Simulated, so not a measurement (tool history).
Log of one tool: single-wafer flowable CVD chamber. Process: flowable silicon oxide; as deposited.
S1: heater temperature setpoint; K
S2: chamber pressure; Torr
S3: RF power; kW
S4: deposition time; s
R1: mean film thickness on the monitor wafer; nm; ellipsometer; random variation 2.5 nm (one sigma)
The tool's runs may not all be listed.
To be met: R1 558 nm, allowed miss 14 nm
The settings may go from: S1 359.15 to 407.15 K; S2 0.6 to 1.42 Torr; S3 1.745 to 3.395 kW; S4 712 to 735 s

run 1 hour=0 | S1=383.15 S2=1.01 S3=2.57 S4=712 | R1=458.92
run 2 hour=2.8 | S1=381.15 S2=1.01 S3=2.57 S4=712 | R1=487.84
run 3 hour=10.6 | S1=385.15 S2=1.01 S3=2.57 S4=712 | R1=437.65
run 4 hour=17.2 | S1=392.15 S2=1.01 S3=2.57 S4=712 | R1=360.35
run 5 hour=20.4 | S1=388.15 S2=1.01 S3=2.57 S4=712 | R1=400.46
run 6 hour=26.1 | S1=388.15 S2=1.01 S3=2.31 S4=712 | R1=393.37
run 7 hour=34.9 | S1=385.15 S2=1.01 S3=2.31 S4=712 | R1=422.9
run 8 hour=40.9 | S1=382.15 S2=1.01 S3=2.31 S4=712 | R1=460.44
run 9 hour=47.9 | S1=380.15 S2=1.01 S3=2.31 S4=712 | R1=487.69

Which of these 5 next moves meets every target?
run A hour=54.9 | S1=380.15 S2=1 S3=3.395 S4=721 | R1=?
run B hour=54.9 | S1=377.15 S2=0.97 S3=2.235 S4=735 | R1=?
run C hour=54.9 | S1=376.15 S2=1.03 S3=2.335 S4=713 | R1=?
run D hour=54.9 | S1=381.15 S2=1.09 S3=2.57 S4=712 | R1=?
run E hour=54.9 | S1=372.15 S2=0.83 S3=2.37 S4=735 | R1=?

move=A R1=515.12
move=B R1=526.96
move=C R1=563.17
move=D R1=521.32
move=E R1=533.46
A: nearer than the last run, and not there yet
B: nearer than the last run, and not there yet
C: meets every target
D: nearer than the last run, and not there yet
E: nearer than the last run, and not there yet
Move C is the one to make.

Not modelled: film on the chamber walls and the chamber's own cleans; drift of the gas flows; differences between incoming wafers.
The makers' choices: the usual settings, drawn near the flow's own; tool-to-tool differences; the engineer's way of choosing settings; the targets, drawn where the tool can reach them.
